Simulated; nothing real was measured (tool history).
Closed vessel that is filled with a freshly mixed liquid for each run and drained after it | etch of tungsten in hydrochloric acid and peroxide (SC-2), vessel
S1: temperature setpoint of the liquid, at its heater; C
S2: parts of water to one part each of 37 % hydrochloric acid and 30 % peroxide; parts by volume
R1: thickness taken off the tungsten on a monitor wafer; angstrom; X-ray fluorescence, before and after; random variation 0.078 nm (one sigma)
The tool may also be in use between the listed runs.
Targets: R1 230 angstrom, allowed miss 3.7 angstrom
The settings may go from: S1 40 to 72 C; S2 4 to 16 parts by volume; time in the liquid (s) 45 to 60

{"run": 1, "hour": 0.0, "S1": 56, "S2": 9, "time in the liquid (s)": 60, "R1": 245.27}
{"run": 2, "hour": 2.0, "S1": 56, "S2": 9, "time in the liquid (s)": 60, "R1": 246.08}
{"run": 3, "hour": 5.7, "S1": 55.5, "S2": 9, "time in the liquid (s)": 60, "R1": 238.66}
{"run": 4, "hour": 6.9, "S1": 55.5, "S2": 10.5, "time in the liquid (s)": 60, "R1": 209.9}
{"run": 5, "hour": 13.2, "S1": 51.5, "S2": 10.5, "time in the liquid (s)": 60, "R1": 161.65}
{"run": 6, "hour": 21.8, "S1": 53, "S2": 10.5, "time in the liquid (s)": 60, "R1": 177.62}
{"run": 7, "hour": 25.8, "S1": 54, "S2": 10.5, "time in the liquid (s)": 60, "R1": 190.41}
{"run": 8, "hour": 29.6, "S1": 55, "S2": 10.5, "time in the liquid (s)": 60, "R1": 203.29}
{"run": 9, "hour": 33.0, "S1": 55.5, "S2": 10.5, "time in the liquid (s)": 60, "R1": 209.54}

Which of these 4 next moves meets every target?
{"run": "A", "hour": 36.4, "S1": 55.5, "S2": 8.5, "time in the liquid (s)": 45, "R1": "?"}
{"run": "B", "hour": 36.4, "S1": 55, "S2": 9, "time in the liquid (s)": 60, "R1": "?"}
{"run": "C", "hour": 36.4, "S1": 54, "S2": 11, "time in the liquid (s)": 60, "R1": "?"}
{"run": "D", "hour": 36.4, "S1": 55.5, "S2": 11, "time in the liquid (s)": 60, "R1": "?"}

move=A R1=186.71
move=B R1=230.09
move=C R1=182.46
move=D R1=201.08
A: further off than the last run
B: meets every target
C: further off than the last run
D: further off than the last run
The right move is B.

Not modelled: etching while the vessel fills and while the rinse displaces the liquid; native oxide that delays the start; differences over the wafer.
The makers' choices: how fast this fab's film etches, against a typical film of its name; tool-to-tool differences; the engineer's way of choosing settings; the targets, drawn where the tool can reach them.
